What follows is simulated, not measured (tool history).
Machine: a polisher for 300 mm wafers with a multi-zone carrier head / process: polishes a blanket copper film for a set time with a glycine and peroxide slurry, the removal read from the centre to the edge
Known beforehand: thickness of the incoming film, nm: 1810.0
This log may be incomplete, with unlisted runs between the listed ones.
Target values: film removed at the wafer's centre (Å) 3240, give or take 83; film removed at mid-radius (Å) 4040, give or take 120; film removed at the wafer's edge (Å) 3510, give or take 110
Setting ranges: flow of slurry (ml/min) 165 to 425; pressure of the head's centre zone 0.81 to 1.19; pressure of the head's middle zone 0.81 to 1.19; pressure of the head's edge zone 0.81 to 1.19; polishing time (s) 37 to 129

| run | hour | flow of slurry (ml/min) | pressure of the head's centre zone | pressure of the head's middle zone | pressure of the head's edge zone | polishing time (s) | film removed at the wafer's centre (Å) | film removed at mid-radius (Å) | film removed at the wafer's edge (Å) |
|---|---|---|---|---|---|---|---|---|---|
| 1 | 0 | 275 | 1 | 1 | 1 | 83 | 5411.7 | 5450.2 | 5445.7 |
| 2 | 1.8 | 270 | 0.97 | 1.01 | 0.97 | 78 | 4941.4 | 5225.6 | 5118.3 |
| 3 | 4.1 | 270 | 0.96 | 1.02 | 0.95 | 72 | 4496.3 | 4922 | 4631.7 |
| 4 | 11.8 | 270 | 1.04 | 1.02 | 0.95 | 72 | 4835.1 | 4937.3 | 4637.8 |
| 5 | 16.3 | 270 | 1.04 | 0.94 | 0.95 | 72 | 4867.6 | 4556.1 | 4601.5 |
| 6 | 23.5 | 270 | 1.04 | 0.94 | 1 | 72 | 4831.4 | 4467.3 | 4767.1 |
| 7 | 29.3 | 265 | 1 | 0.95 | 0.97 | 69 | 4422.9 | 4317.3 | 4505.6 |
| 8 | 30.8 | 255 | 0.9 | 1.05 | 0.87 | 53 | 3068.6 | 3620.2 | 3263.8 |
| 9 | 36.7 | 270 | 0.9 | 1.06 | 0.88 | 53 | 3073.3 | 3730.5 | 3296.2 |
| 10 | 43.7 | 280 | 0.9 | 1.06 | 0.89 | 53 | 3137.5 | 3712.2 | 3287.4 |
| 11 | 49.8 | 275 | 0.9 | 1.07 | 0.91 | 53 | 3123 | 3753.7 | 3369.5 |
| 12 | 56.3 | 280 | 0.9 | 1.08 | 0.92 | 53 | 3112 | 3680.5 | 3376.2 |
| 13 | 62.6 | 300 | 0.9 | 1.18 | 0.93 | 57 | 3384.2 | 4370.5 | 3651.6 |
| 14 | 65.8 | 290 | 0.9 | 1.17 | 0.92 | 57 | 3387.9 | 4375.8 | 3674.1 |
| 15 | 68.8 | 290 | 0.9 | 1.16 | 0.91 | 57 | 3322.5 | 4299.5 | 3682.3 |
| 16 | 75.2 | 290 | 0.9 | 1.15 | 0.9 | 57 | 3334 | 4212 | 3555.3 |
| 17 | 79 | 290 | 0.9 | 1.14 | 0.9 | 57 | 3369.5 | 4234.5 | 3588.4 |
| 18 | 84.1 | 285 | 0.9 | 1.13 | 0.9 | 57 | 3324.1 | 4238.9 | 3627.2 |

Exercise: of the 5 proposed moves below, exactly one satisfies all targets within the stated allowed misses. Which move is it?
| A | 89.2 | 270 | 0.9 | 1.12 | 0.92 | 56 | ? | ? | ? |
| B | 89.2 | 240 | 0.88 | 1.14 | 0.99 | 59 | ? | ? | ? |
| C | 89.2 | 310 | 0.92 | 1.12 | 0.85 | 59 | ? | ? | ? |
| D | 89.2 | 170 | 0.82 | 1.13 | 0.81 | 67 | ? | ? | ? |
| E | 89.2 | 330 | 0.9 | 1.19 | 0.86 | 55 | ? | ? | ? |

| move | film removed at the wafer's centre (Å) | film removed at mid-radius (Å) | film removed at the wafer's edge (Å) |
|---|---|---|---|
| A | 3277.7 | 4136.4 | 3583.2 |
| B | 3326.1 | 4365.2 | 3867.3 |
| C | 3585.7 | 4419.5 | 3680.6 |
| D | 3326.2 | 4681.9 | 3860.8 |
| E | 3291.7 | 4366.4 | 3461.1 |
A: each result inside its tolerance
B: moves away from the targets compared with the last run
C: moves away from the targets compared with the last run
D: moves away from the targets compared with the last run
E: moves away from the targets compared with the last run
A is the move that brings every result within its allowed miss.
